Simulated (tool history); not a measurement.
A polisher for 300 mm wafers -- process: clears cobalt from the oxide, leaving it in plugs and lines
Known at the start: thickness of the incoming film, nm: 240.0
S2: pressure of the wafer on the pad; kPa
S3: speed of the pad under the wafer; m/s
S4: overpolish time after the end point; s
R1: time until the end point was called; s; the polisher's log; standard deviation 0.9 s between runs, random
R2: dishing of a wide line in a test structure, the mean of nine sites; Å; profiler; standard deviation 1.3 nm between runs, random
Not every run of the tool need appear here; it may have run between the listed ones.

{"run": 1, "hour": 0.0, "flow of slurry (ml/min)": 285, "S2": 17.2, "S3": 1, "S4": 28, "R1": 45.486, "R2": 693.8}
{"run": 2, "hour": 8.1, "flow of slurry (ml/min)": 285, "S2": 17.2, "S3": 1, "S4": 19, "R1": 45.345, "R2": 575.59}
{"run": 3, "hour": 9.4, "flow of slurry (ml/min)": 285, "S2": 16.5, "S3": 1, "S4": 20, "R1": 48.008, "R2": 571.35}
{"run": 4, "hour": 14.5, "flow of slurry (ml/min)": 285, "S2": 13.1, "S3": 1, "S4": 20, "R1": 59.031, "R2": 508.26}
{"run": 5, "hour": 16.1, "flow of slurry (ml/min)": 285, "S2": 13.1, "S3": 1, "S4": 26, "R1": 60.187, "R2": 607.89}
{"run": 6, "hour": 22.8, "flow of slurry (ml/min)": 285, "S2": 17.2, "S3": 1, "S4": 26, "R1": 44.801, "R2": 657.01}
{"run": 7, "hour": 23.3, "flow of slurry (ml/min)": 285, "S2": 16.5, "S3": 1, "S4": 27, "R1": 46.911, "R2": 666.13}

Run 8, settings as shown, results not yet in. Your forecast:
{"run": 8, "hour": 26.8, "flow of slurry (ml/min)": 285, "S2": 11.7, "S3": 0.98, "S4": 35, "R1": "?", "R2": "?"}

R1: 67.07 s
R2: 639.33 Å
